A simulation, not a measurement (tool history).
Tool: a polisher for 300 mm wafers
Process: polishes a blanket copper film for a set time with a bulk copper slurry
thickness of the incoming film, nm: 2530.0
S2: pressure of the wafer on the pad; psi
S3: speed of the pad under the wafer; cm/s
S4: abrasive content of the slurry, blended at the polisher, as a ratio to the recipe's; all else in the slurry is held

run 1 hour=0 | flow_of_slurry_(ml/min)=245 S2=2.6 S3=112 S4=1 polishing_time_(s)=47 | film_removed_(angstrom)=5163.2
run 2 hour=3.8 | flow_of_slurry_(ml/min)=265 S2=2.6 S3=112 S4=1 polishing_time_(s)=47 | film_removed_(angstrom)=5151.1
run 3 hour=10.1 | flow_of_slurry_(ml/min)=265 S2=2.4 S3=112 S4=1 polishing_time_(s)=47 | film_removed_(angstrom)=4894.9
run 4 hour=11.5 | flow_of_slurry_(ml/min)=260 S2=2.4 S3=112 S4=1 polishing_time_(s)=47 | film_removed_(angstrom)=4863.8
run 5 hour=14.5 | flow_of_slurry_(ml/min)=255 S2=2.3 S3=112 S4=1 polishing_time_(s)=47 | film_removed_(angstrom)=4733.4
run 6 hour=22.9 | flow_of_slurry_(ml/min)=255 S2=2.3 S3=134 S4=1 polishing_time_(s)=47 | film_removed_(angstrom)=5677.1

The next listed run, before its measurement:
run 7 hour=23.7 | flow_of_slurry_(ml/min)=255 S2=2.2 S3=134 S4=1 polishing_time_(s)=47 | film_removed_(angstrom)=?

Run 7 gave film removed (angstrom) 5518.5.
